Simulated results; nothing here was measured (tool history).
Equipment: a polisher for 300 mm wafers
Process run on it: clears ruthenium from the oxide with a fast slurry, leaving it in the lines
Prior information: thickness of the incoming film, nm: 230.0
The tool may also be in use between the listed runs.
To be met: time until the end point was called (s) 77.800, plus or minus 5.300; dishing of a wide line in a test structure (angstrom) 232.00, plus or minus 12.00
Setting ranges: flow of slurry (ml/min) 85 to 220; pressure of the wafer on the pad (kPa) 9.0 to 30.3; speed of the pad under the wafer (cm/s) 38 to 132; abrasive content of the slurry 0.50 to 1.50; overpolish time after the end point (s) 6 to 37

run  hour  flow of slurry (ml/min)  pressure of the wafer on the pad (kPa)  speed of the pad under the wafer (cm/s)  abrasive content of the slurry  overpolish time after the end point (s)  time until the end point was called (s)  dishing of a wide line in a test structure (angstrom)
  1   0.0                      140                                    19.3                                       84                            1.00                                       19                                   61.816                                                 562.96
  2   3.0                      140                                    19.3                                       84                            1.00                                       15                                   61.307                                                 467.24
  3   5.0                      145                                    17.9                                       84                            1.00                                       13                                   63.096                                                 385.08
  4  11.6                      145                                    17.9                                       96                            1.00                                       13                                   57.016                                                 451.11
  5  14.1                      150                                    16.5                                       94                            1.00                                       12                                   60.729                                                 359.96
  6  20.1                      155                                    15.2                                       94                            1.00                                       12                                   66.944                                                 347.27
  7  23.7                      155                                    14.5                                       94                            1.00                                       11                                   70.716                                                 305.86
  8  28.0                      155                                    13.8                                       94                            1.00                                       10                                   73.641                                                 275.30

Next run, 5 choices. One meets every target within its allowed miss, the rest don't. Which?
  A  32.3                      155                                    16.5                                       74                            1.20                                       11                                        ?                                                      ?
  B  32.3                      145                                    15.2                                       82                            1.00                                       15                                        ?                                                      ?
  C  32.3                      140                                    10.3                                      112                            1.25                                       12                                        ?                                                      ?
  D  32.3                      135                                    12.4                                      100                            1.15                                       14                                        ?                                                      ?
  E  32.3                      160                                    13.8                                       90                            0.95                                        9                                        ?                                                      ?

move  time until the end point was called (s)  dishing of a wide line in a test structure (angstrom)
   A                                   71.153                                                 296.21
   B                                   75.756                                                 372.48
   C                                   73.319                                                 312.39
   D                                   72.195                                                 365.43
   E                                   75.719                                                 231.23
A: moves away from the targets compared with the last run
B: moves away from the targets compared with the last run
C: moves away from the targets compared with the last run
D: moves away from the targets compared with the last run
E: all results land within tolerance of their targets
E is the move that brings every result within its allowed miss.
